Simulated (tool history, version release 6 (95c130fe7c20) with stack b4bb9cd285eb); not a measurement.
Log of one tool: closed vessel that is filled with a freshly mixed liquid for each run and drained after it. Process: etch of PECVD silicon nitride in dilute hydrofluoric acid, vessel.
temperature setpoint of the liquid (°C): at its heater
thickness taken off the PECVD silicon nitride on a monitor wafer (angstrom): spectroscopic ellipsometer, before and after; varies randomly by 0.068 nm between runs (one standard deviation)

run	day	temperature setpoint of the liquid (°C)	parts of water to one part of 49 % hydrofluoric acid (parts by volume)	time in the liquid (s)	thickness taken off the PECVD silicon nitride on a monitor wafer (angstrom)
1	0	21	55	275	74.457
2	0.146	24	55	275	90.779
3	0.2	24.5	55	275	93.615
4	0.533	21.5	55	275	77.309
5	0.9	22.5	50	275	90.057
6	0.975	23.5	50	275	96.186

What will run 7 give?
7	1.167	24	50	275	?

{"run 7": {"thickness taken off the PECVD silicon nitride on a monitor wafer (angstrom)": 99.729}}

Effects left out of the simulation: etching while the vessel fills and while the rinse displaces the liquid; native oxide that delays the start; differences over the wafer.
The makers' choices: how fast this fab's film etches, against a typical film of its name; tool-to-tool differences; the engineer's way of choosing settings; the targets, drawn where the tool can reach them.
